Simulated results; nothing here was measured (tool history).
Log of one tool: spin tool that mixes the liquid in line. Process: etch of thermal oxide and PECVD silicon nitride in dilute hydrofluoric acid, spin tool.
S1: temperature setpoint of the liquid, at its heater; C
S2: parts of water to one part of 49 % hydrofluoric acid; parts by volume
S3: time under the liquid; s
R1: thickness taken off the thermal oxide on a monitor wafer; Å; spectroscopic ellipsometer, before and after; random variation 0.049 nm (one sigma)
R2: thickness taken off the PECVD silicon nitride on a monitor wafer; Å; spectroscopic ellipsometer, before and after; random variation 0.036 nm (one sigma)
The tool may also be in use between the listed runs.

Run 1, hour 0: S1 22 C, S2 225 parts by volume, S3 180 s. Result: R1 31.371 Å, R2 36.81 Å.
Run 2, hour 8.8: S1 20.5 C, S2 225 parts by volume, S3 180 s. Result: R1 30.444 Å, R2 33.274 Å.
Run 3, hour 12.7: S1 23 C, S2 225 parts by volume, S3 180 s. Result: R1 33.145 Å, R2 39.016 Å.
Run 4, hour 17.3: S1 23 C, S2 225 parts by volume, S3 230 s. Result: R1 42.257 Å, R2 50.149 Å.
Run 5, hour 26.1: S1 25 C, S2 225 parts by volume, S3 230 s. Result: R1 44.717 Å, R2 57.141 Å.
Run 6, hour 30.6: S1 24 C, S2 215 parts by volume, S3 225 s. Result: R1 44.247 Å, R2 54.097 Å.
Run 7, hour 38.3: S1 23 C, S2 205 parts by volume, S3 220 s. Result: R1 44.707 Å, R2 52.301 Å.
Run 8, hour 45.6: S1 22.5 C, S2 195 parts by volume, S3 220 s. Result: R1 46.578 Å, R2 54.105 Å.

Forecast run 9:
Run 9, hour 53.8: S1 21.5 C, S2 185 parts by volume, S3 220 s. Result: R1 ?, R2 ?.

R1: 48.632 Å
R2: 53.474 Å
